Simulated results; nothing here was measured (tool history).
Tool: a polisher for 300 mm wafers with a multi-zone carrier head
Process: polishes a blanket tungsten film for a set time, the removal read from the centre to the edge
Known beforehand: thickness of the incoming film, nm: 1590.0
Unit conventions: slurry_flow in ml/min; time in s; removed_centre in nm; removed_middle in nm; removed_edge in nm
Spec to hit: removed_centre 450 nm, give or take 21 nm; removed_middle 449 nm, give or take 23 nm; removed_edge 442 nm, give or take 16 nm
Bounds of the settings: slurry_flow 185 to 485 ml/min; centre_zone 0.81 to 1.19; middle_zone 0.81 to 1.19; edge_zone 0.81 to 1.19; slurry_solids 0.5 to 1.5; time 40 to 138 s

{"run": 1, "hour": 0.0, "slurry_flow": 310, "centre_zone": 1, "middle_zone": 1, "edge_zone": 1, "slurry_solids": 1, "time": 88, "removed_centre": 351.8, "removed_middle": 342.13, "removed_edge": 355.45}
{"run": 2, "hour": 8.1, "slurry_flow": 310, "centre_zone": 1.05, "middle_zone": 1, "edge_zone": 1, "slurry_solids": 1, "time": 88, "removed_centre": 374.71, "removed_middle": 337.31, "removed_edge": 354.64}
{"run": 3, "hour": 10.4, "slurry_flow": 310, "centre_zone": 1.11, "middle_zone": 1, "edge_zone": 1, "slurry_solids": 1, "time": 88, "removed_centre": 402.25, "removed_middle": 339.15, "removed_edge": 363.81}
{"run": 4, "hour": 11.2, "slurry_flow": 310, "centre_zone": 1.1, "middle_zone": 1.04, "edge_zone": 1.03, "slurry_solids": 1.1, "time": 89, "removed_centre": 410.64, "removed_middle": 356.94, "removed_edge": 379.42}
{"run": 5, "hour": 16.8, "slurry_flow": 345, "centre_zone": 1.1, "middle_zone": 1.04, "edge_zone": 1.03, "slurry_solids": 1.1, "time": 89, "removed_centre": 405.56, "removed_middle": 366.71, "removed_edge": 377.79}
{"run": 6, "hour": 25.3, "slurry_flow": 355, "centre_zone": 1.1, "middle_zone": 1.06, "edge_zone": 1.04, "slurry_solids": 1.2, "time": 90, "removed_centre": 434.46, "removed_middle": 385.03, "removed_edge": 395.45}
{"run": 7, "hour": 33.6, "slurry_flow": 360, "centre_zone": 1.09, "middle_zone": 1.08, "edge_zone": 1.06, "slurry_solids": 1.25, "time": 91, "removed_centre": 431.53, "removed_middle": 402.72, "removed_edge": 409.63}
{"run": 8, "hour": 40.9, "slurry_flow": 365, "centre_zone": 1.09, "middle_zone": 1.1, "edge_zone": 1.07, "slurry_solids": 1.3, "time": 91, "removed_centre": 434.33, "removed_middle": 421.9, "removed_edge": 417.42}

4 candidate next runs follow, results not yet known. Just one meets every target within its allowed miss. Identify it.
{"run": "A", "hour": 48.2, "slurry_flow": 335, "centre_zone": 1.14, "middle_zone": 1.07, "edge_zone": 1.06, "slurry_solids": 1.35, "time": 88, "removed_centre": "?", "removed_middle": "?", "removed_edge": "?"}
{"run": "B", "hour": 48.2, "slurry_flow": 320, "centre_zone": 1.08, "middle_zone": 1.13, "edge_zone": 1.1, "slurry_solids": 1.35, "time": 95, "removed_centre": "?", "removed_middle": "?", "removed_edge": "?"}
{"run": "C", "hour": 48.2, "slurry_flow": 375, "centre_zone": 1.08, "middle_zone": 1.14, "edge_zone": 1.06, "slurry_solids": 1.2, "time": 108, "removed_centre": "?", "removed_middle": "?", "removed_edge": "?"}
{"run": "D", "hour": 48.2, "slurry_flow": 330, "centre_zone": 0.91, "middle_zone": 1.17, "edge_zone": 1.19, "slurry_solids": 1, "time": 110, "removed_centre": "?", "removed_middle": "?", "removed_edge": "?"}

move=A removed_centre=450.24 removed_middle=395.9 removed_edge=403.46
move=B removed_centre=458.86 removed_middle=446.51 removed_edge=442.27
move=C removed_centre=509.86 removed_middle=499.34 removed_edge=480.55
move=D removed_centre=409.79 removed_middle=488.43 removed_edge=488.05
A: lands further from the targets than the last run did
B: meets every target
C: takes the biggest miss from the last run beyond its target
D: takes the biggest miss from the last run beyond its target
B meets every target.
